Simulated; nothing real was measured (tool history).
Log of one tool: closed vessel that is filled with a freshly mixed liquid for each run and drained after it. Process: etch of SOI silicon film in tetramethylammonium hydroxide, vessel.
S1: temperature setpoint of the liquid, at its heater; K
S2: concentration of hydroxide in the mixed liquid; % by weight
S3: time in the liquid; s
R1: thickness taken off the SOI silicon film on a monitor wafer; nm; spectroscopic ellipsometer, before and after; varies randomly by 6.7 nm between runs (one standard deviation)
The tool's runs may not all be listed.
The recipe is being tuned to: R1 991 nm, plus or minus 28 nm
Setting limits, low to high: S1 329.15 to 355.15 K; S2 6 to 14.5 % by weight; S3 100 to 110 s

{"run": 1, "day": 0.0, "S1": 342.15, "S2": 9.5, "S3": 100, "R1": 647.21}
{"run": 2, "day": 0.129, "S1": 339.65, "S2": 9.5, "S3": 100, "R1": 566.16}
{"run": 3, "day": 0.233, "S1": 341.15, "S2": 9.5, "S3": 100, "R1": 613.82}
{"run": 4, "day": 0.562, "S1": 342.15, "S2": 9.5, "S3": 100, "R1": 653.24}
{"day": 0.921, "done": "hydroxide flow meter replaced"}
{"run": 5, "day": 0.921, "S1": 343.15, "S2": 9.5, "S3": 100, "R1": 703.92}
{"run": 6, "day": 1.279, "S1": 344.15, "S2": 9.5, "S3": 100, "R1": 749.83}
{"run": 7, "day": 1.379, "S1": 344.65, "S2": 9.5, "S3": 100, "R1": 771.79}
{"run": 8, "day": 1.717, "S1": 345.15, "S2": 9.5, "S3": 100, "R1": 787.96}
{"run": 9, "day": 2.096, "S1": 345.65, "S2": 9.5, "S3": 100, "R1": 823.25}

Which of these 4 next moves meets every target?
{"run": "A", "day": 2.475, "S1": 347.15, "S2": 7.5, "S3": 110, "R1": "?"}
{"run": "B", "day": 2.475, "S1": 345.65, "S2": 9.5, "S3": 110, "R1": "?"}
{"run": "C", "day": 2.475, "S1": 348.65, "S2": 10, "S3": 100, "R1": "?"}
{"run": "D", "day": 2.475, "S1": 347.65, "S2": 10, "S3": 110, "R1": "?"}

move=A R1=1069.8
move=B R1=906.46
move=C R1=958.6
move=D R1=996
A: moves the result that the last run missed by most past its target, out the other side
B: nearer than the last run, and not there yet
C: nearer than the last run, and not there yet
D: in spec on every target
So the answer is move D, the one that meets all the targets.
